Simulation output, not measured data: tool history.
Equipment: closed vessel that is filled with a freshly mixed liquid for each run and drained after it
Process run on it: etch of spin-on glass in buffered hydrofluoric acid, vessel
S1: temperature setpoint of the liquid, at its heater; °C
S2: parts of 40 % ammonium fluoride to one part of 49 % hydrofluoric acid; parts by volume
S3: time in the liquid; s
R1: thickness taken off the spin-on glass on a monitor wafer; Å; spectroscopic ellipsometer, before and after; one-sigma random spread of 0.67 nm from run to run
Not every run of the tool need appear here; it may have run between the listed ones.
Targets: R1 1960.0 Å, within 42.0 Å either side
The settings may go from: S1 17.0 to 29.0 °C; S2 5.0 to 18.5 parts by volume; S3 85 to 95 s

Run 1, hour 0.0: S1 21.0 °C, S2 11.5 parts by volume, S3 85 s. Result: R1 1697.1 Å.
Run 2, hour 2.3: S1 21.0 °C, S2 11.5 parts by volume, S3 95 s. Result: R1 1889.4 Å.
Run 3, hour 11.6: S1 21.0 °C, S2 9.5 parts by volume, S3 95 s. Result: R1 2246.0 Å.
Run 4, hour 17.1: S1 23.5 °C, S2 9.5 parts by volume, S3 95 s. Result: R1 2571.9 Å.
Run 5, hour 20.2: S1 23.5 °C, S2 7.0 parts by volume, S3 95 s. Result: R1 3466.5 Å.
Run 6, hour 24.2: S1 23.5 °C, S2 7.0 parts by volume, S3 85 s. Result: R1 3137.0 Å.
Run 7, hour 31.5: S1 21.5 °C, S2 7.5 parts by volume, S3 85 s. Result: R1 2586.3 Å.
Run 8, hour 35.6: S1 17.5 °C, S2 7.5 parts by volume, S3 85 s. Result: R1 2078.4 Å.
Run 9, hour 38.1: S1 17.0 °C, S2 7.5 parts by volume, S3 85 s. Result: R1 2024.4 Å.
Run 10, hour 44.0: S1 17.0 °C, S2 8.0 parts by volume, S3 85 s. Result: R1 1887.3 Å.

5 candidate next runs follow, results not yet known. Just one meets every target within its allowed miss. Identify it.
Run A, hour 49.9: S1 17.5 °C, S2 9.5 parts by volume, S3 95 s. Result: R1 ?.
Run B, hour 49.9: S1 17.0 °C, S2 8.5 parts by volume, S3 95 s. Result: R1 ?.
Run C, hour 49.9: S1 19.0 °C, S2 9.5 parts by volume, S3 90 s. Result: R1 ?.
Run D, hour 49.9: S1 19.0 °C, S2 9.0 parts by volume, S3 85 s. Result: R1 ?.
Run E, hour 49.9: S1 18.0 °C, S2 8.0 parts by volume, S3 90 s. Result: R1 ?.

move      R1
   A  1836.5
   B  1965.1
   C  1894.1
   D  1850.8
   E  2104.6
A: the biggest miss grows against the last run
B: in spec on every target
C: moves toward the targets from the last run without getting all of them in spec
D: the biggest miss grows against the last run
E: carries the result that was furthest off beyond its target, to the other side
The move that meets every target is B.
